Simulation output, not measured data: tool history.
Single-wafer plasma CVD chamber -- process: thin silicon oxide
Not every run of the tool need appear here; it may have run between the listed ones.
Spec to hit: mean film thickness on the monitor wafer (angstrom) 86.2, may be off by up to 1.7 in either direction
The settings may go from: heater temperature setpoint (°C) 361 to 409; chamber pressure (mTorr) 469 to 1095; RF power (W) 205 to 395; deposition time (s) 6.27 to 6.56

run  hour  heater temperature setpoint (°C)  chamber pressure (mTorr)  RF power (W)  deposition time (s)  mean film thickness on the monitor wafer (angstrom)
  1     0                               385                       782           300                 6.56                                               106.05
  2   2.6                               385                       680           300                 6.56                                               91.647
  3   5.6                               385                       759           300                 6.56                                               101.65
  4  14.1                               385                       759           260                 6.56                                               97.116
  5  16.5                               395                       759           260                 6.56                                               96.259
  6  25.4                               395                       759           260                 6.27                                               92.035
  7  31.2                               395                       747           260                 6.27                                               90.735
  8  33.4                               395                       737           260                 6.27                                               90.097
     35.8  -- capacitance manometer re-zeroed and calibrated
  9  35.8                               395                       728           260                 6.27                                               92.718
 10  42.9                               395                       706           260                 6.27                                               90.668
 11  44.9                               395                       706           260                 6.27                                               89.884
 12  50.4                               395                       693           260                 6.27                                               88.978

5 next moves are on the table. One of them brings every result within its allowed miss. Which?
  A  55.9                               382                       731           225                 6.47                                                    ?
  B  55.9                               391                       588           320                 6.51                                                    ?
  C  55.9                               388                       627           270                 6.37                                                    ?
  D  55.9                               387                       706           260                 6.27                                                    ?
  E  55.9                               406                       646           310                 6.27                                                    ?

move  mean film thickness on the monitor wafer (angstrom)
   A                                               93.236
   B                                               83.612
   C                                               82.904
   D                                               91.647
   E                                               87.409
A: the biggest miss grows against the last run
B: takes the biggest miss from the last run beyond its target
C: takes the biggest miss from the last run beyond its target
D: the biggest miss grows against the last run
E: in spec on every target
E meets every target.
